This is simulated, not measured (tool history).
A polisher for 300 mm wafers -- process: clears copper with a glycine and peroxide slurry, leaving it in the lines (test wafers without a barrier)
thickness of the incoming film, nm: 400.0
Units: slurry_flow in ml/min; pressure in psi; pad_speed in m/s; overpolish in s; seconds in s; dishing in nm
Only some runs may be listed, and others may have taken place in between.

run  hour  slurry_flow  pressure  pad_speed  overpolish  seconds  dishing
  1   0.0          155       2.9       0.92          20   64.133   74.665
  2   1.7          140       2.9       0.92          20   64.516   73.572
  3   9.0          140       2.8       0.92          19   67.672   69.254
  4  13.8          140       2.8       0.70          19   81.306   58.898
  5  17.3          160       2.8       0.70          19   80.823   62.088
  6  19.4          160       3.3       0.70          19   69.278   70.051

What does the tool deliver on the next run?
  7  21.0          155       3.3       0.70          18        ?        ?

Run 7 measured seconds 70.215 s, dishing 67.891 nm.

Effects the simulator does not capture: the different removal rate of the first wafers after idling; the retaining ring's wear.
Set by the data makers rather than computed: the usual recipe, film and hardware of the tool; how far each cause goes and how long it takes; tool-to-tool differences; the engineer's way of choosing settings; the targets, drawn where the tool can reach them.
